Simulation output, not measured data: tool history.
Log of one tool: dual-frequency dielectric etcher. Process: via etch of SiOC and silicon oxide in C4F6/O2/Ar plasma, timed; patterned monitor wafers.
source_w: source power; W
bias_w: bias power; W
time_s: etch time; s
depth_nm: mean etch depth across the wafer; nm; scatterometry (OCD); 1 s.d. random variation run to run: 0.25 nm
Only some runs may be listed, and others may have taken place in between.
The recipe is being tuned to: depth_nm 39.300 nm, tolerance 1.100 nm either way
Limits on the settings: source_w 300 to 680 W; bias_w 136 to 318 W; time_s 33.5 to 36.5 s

| run | hour | source_w | bias_w | time_s | depth_nm |
|---|---|---|---|---|---|
| 1 | 0.0 | 490 | 227 | 36.5 | 44.603 |
| 2 | 7.7 | 460 | 222 | 36.5 | 43.362 |
| 3 | 15.6 | 440 | 217 | 36.5 | 41.330 |
| 4 | 18.5 | 440 | 239 | 36.5 | 42.518 |
|  | 23.9 | source power generator calibrated |
| 5 | 23.9 | 440 | 198 | 36.5 | 41.113 |
| 6 | 28.0 | 360 | 198 | 36.5 | 36.082 |
| 7 | 35.7 | 370 | 199 | 36.5 | 36.281 |
| 8 | 37.0 | 380 | 200 | 36.5 | 37.483 |

Next run, 4 choices. One meets every target within its allowed miss, the rest don't. Which?
| A | 38.3 | 370 | 214 | 33.5 | ? |
| B | 38.3 | 380 | 250 | 35.0 | ? |
| C | 38.3 | 420 | 231 | 35.5 | ? |
| D | 38.3 | 450 | 224 | 35.0 | ? |

| move | depth_nm |
|---|---|
| A | 34.871 |
| B | 39.433 |
| C | 41.323 |
| D | 41.979 |
A: misses by more than the last run did
B: every result lands within tolerance
C: the result that was furthest off in the last run now lies on the other side of its target
D: the result that was furthest off in the last run now lies on the other side of its target
The right move is B.

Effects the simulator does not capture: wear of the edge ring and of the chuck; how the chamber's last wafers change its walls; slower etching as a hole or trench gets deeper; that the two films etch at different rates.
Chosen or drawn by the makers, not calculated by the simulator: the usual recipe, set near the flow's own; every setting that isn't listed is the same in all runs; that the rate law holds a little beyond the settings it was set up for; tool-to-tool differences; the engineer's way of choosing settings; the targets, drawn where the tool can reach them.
